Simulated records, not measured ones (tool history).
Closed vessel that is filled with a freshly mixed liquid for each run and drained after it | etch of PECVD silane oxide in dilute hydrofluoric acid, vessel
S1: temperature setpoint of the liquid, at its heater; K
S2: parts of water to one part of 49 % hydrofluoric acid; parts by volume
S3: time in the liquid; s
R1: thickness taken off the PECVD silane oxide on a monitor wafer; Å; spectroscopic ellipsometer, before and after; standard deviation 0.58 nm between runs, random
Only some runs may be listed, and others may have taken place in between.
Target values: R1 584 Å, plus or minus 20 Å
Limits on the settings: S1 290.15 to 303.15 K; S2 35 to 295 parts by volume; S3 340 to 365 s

run    day      S1   S2   S3      R1
  1      0  295.15  165  340   398.5
  2  0.262  295.15  165  365  424.58
  3  0.458  295.15  135  365     537
  4  0.642  295.65  135  365  557.46
  5  0.988  295.65  110  365  702.55
  6  1.342  294.65  110  365  676.36
  7  1.462  290.65  115  365  537.52
  8  1.638  291.15  115  365  545.46
  9  1.683  291.65  115  365  557.87

Next run, 4 choices. One meets every target within its allowed miss, the rest don't. Which?
  A  1.729  291.65  110  365   ?
  B  1.729  297.15  140  360   ?
  C  1.729  290.15  115  355   ?
  D  1.729  293.15  120  340   ?

move      R1
   A  595.65
   B  556.19
   C  517.93
   D  535.08
A: all results land within tolerance of their targets
B: its largest miss is bigger than the last run's
C: its largest miss is bigger than the last run's
D: its largest miss is bigger than the last run's
The right move is A.
